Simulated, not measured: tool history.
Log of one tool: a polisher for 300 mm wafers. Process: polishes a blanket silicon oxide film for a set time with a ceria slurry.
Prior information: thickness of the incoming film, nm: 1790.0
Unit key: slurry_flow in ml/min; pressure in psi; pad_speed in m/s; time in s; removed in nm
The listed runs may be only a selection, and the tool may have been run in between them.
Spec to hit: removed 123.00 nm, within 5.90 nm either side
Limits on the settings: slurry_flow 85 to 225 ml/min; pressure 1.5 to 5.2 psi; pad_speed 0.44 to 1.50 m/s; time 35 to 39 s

run  hour  slurry_flow  pressure  pad_speed  time  removed
  1   0.0          145       3.3       0.96    39   151.54
  2   4.7          130       3.3       0.96    39   148.12
  3   5.3          130       3.3       1.16    39   163.73
  4   7.7          130       3.3       1.32    39   176.92
  5   8.7          130       3.2       1.32    39   177.84
  6   9.4          130       3.2       1.32    39   172.84
  7  16.0          130       3.1       1.32    39   169.22
  8  19.7          130       3.0       1.32    39   158.38
  9  24.4          130       2.9       1.32    39   160.99
 10  26.3          130       2.8       1.32    39   152.29
 11  28.5          130       2.7       1.32    39   143.29

4 next moves are on the table. One of them brings every result within its allowed miss. Which?
  A  30.7          115       2.4       1.26    35        ?
  B  30.7          140       2.0       1.34    36        ?
  C  30.7          145       2.6       1.22    35        ?
  D  30.7          135       2.7       1.38    39        ?

move  removed
   A   111.39
   B   104.91
   C   124.03
   D   153.39
A: takes the result that was furthest off past its target
B: takes the result that was furthest off past its target
C: all results land within tolerance of their targets
D: the biggest miss grows against the last run
The move that meets every target is C.
